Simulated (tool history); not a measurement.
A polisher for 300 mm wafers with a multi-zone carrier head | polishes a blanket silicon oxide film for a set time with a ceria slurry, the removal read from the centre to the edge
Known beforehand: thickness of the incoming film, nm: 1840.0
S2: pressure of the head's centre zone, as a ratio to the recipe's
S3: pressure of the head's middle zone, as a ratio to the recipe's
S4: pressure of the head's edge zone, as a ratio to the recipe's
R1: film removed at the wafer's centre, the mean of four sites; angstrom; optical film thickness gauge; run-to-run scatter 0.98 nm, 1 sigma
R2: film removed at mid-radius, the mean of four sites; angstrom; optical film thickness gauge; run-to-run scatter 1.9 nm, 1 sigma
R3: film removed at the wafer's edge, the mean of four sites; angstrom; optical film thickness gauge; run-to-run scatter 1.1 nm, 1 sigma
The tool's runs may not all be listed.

run 1 hour=0 | flow_of_slurry_(ml/min)=220 S2=1 S3=1 S4=1 polishing_time_(s)=53 | R1=2242.3 R2=2252.7 R3=2245.4
run 2 hour=1.6 | flow_of_slurry_(ml/min)=220 S2=1 S3=1 S4=1.05 polishing_time_(s)=53 | R1=2283.6 R2=2210.6 R3=2337.3
run 3 hour=7.6 | flow_of_slurry_(ml/min)=220 S2=1.08 S3=1 S4=1.05 polishing_time_(s)=53 | R1=2446.6 R2=2273.5 R3=2302.1
run 4 hour=13 | flow_of_slurry_(ml/min)=220 S2=1.08 S3=1 S4=1.05 polishing_time_(s)=63 | R1=2873.7 R2=2680 R3=2771.8
run 5 hour=18.7 | flow_of_slurry_(ml/min)=210 S2=1.03 S3=0.97 S4=1.01 polishing_time_(s)=55 | R1=2365.5 R2=2250.1 R3=2346
run 6 hour=19.5 | flow_of_slurry_(ml/min)=180 S2=1.03 S3=0.97 S4=1.01 polishing_time_(s)=55 | R1=2315.3 R2=2171.2 R3=2323.2
run 7 hour=22.8 | flow_of_slurry_(ml/min)=180 S2=1 S3=0.96 S4=0.98 polishing_time_(s)=49 | R1=1997.1 R2=1902.1 R3=2021.5
run 8 hour=23.6 | flow_of_slurry_(ml/min)=180 S2=0.97 S3=0.95 S4=0.95 polishing_time_(s)=46 | R1=1831.6 R2=1754 R3=1882.8
run 9 hour=25.7 | flow_of_slurry_(ml/min)=175 S2=0.88 S3=0.98 S4=0.85 polishing_time_(s)=33 | R1=1186.2 R2=1310.3 R3=1274.6
run 10 hour=27.2 | flow_of_slurry_(ml/min)=235 S2=0.94 S3=0.97 S4=0.95 polishing_time_(s)=33 | R1=1338.7 R2=1372.5 R3=1407.6
run 11 hour=34.8 | flow_of_slurry_(ml/min)=235 S2=0.94 S3=0.97 S4=0.96 polishing_time_(s)=33 | R1=1341.7 R2=1393.8 R3=1402
run 12 hour=41.5 | flow_of_slurry_(ml/min)=235 S2=0.94 S3=0.97 S4=0.97 polishing_time_(s)=33 | R1=1337.8 R2=1382.8 R3=1397.7

Run 13, settings as shown, results not yet in. Your forecast:
run 13 hour=50 | flow_of_slurry_(ml/min)=235 S2=0.94 S3=0.97 S4=0.99 polishing_time_(s)=33 | R1=? R2=? R3=?

R1: 1326 angstrom
R2: 1390 angstrom
R3: 1418.6 angstrom
